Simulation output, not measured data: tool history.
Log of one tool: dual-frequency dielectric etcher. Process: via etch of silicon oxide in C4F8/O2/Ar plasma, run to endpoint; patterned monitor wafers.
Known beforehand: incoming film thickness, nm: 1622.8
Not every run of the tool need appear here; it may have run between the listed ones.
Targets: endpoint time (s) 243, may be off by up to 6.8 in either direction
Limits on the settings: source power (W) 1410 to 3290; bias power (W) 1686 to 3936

{"run": 1, "hour": 0.0, "source power (W)": 2350, "bias power (W)": 2811, "endpoint time (s)": 277.69}
{"run": 2, "hour": 8.8, "source power (W)": 2420, "bias power (W)": 2845, "endpoint time (s)": 272.35}
{"run": 3, "hour": 13.3, "source power (W)": 2480, "bias power (W)": 2871, "endpoint time (s)": 271.17}
{"run": 4, "hour": 18.4, "source power (W)": 2170, "bias power (W)": 2871, "endpoint time (s)": 278.45}
{"run": 5, "hour": 21.5, "source power (W)": 1930, "bias power (W)": 2871, "endpoint time (s)": 288.45}
{"run": 6, "hour": 24.9, "source power (W)": 1930, "bias power (W)": 2483, "endpoint time (s)": 299.78}
{"run": 7, "hour": 31.0, "source power (W)": 2050, "bias power (W)": 2592, "endpoint time (s)": 294.97}
{"run": 8, "hour": 38.8, "source power (W)": 2150, "bias power (W)": 2683, "endpoint time (s)": 286.8}
{"run": 9, "hour": 45.1, "source power (W)": 2150, "bias power (W)": 2683, "endpoint time (s)": 283.76}
{"run": 10, "hour": 49.6, "source power (W)": 2250, "bias power (W)": 2760, "endpoint time (s)": 281.16}
{"run": 11, "hour": 50.7, "source power (W)": 2330, "bias power (W)": 2834, "endpoint time (s)": 280.34}
{"run": 12, "hour": 55.5, "source power (W)": 2420, "bias power (W)": 2944, "endpoint time (s)": 270.92}
{"run": 13, "hour": 57.8, "source power (W)": 2480, "bias power (W)": 3000, "endpoint time (s)": 264.17}
{"run": 14, "hour": 59.8, "source power (W)": 2900, "bias power (W)": 3162, "endpoint time (s)": 253.5}

Pick the move, out of 5, that brings all results within their allowed miss; only one does.
{"run": "A", "hour": 61.8, "source power (W)": 2710, "bias power (W)": 2746, "endpoint time (s)": "?"}
{"run": "B", "hour": 61.8, "source power (W)": 2650, "bias power (W)": 2685, "endpoint time (s)": "?"}
{"run": "C", "hour": 61.8, "source power (W)": 2330, "bias power (W)": 3064, "endpoint time (s)": "?"}
{"run": "D", "hour": 61.8, "source power (W)": 2850, "bias power (W)": 2637, "endpoint time (s)": "?"}
{"run": "E", "hour": 61.8, "source power (W)": 2540, "bias power (W)": 3936, "endpoint time (s)": "?"}

move=A endpoint_time_(s)=265.37
move=B endpoint_time_(s)=268.64
move=C endpoint_time_(s)=268.92
move=D endpoint_time_(s)=264.26
move=E endpoint_time_(s)=244.76
A: misses by more than the last run did
B: misses by more than the last run did
C: misses by more than the last run did
D: misses by more than the last run did
E: in spec on every target
E meets every target.
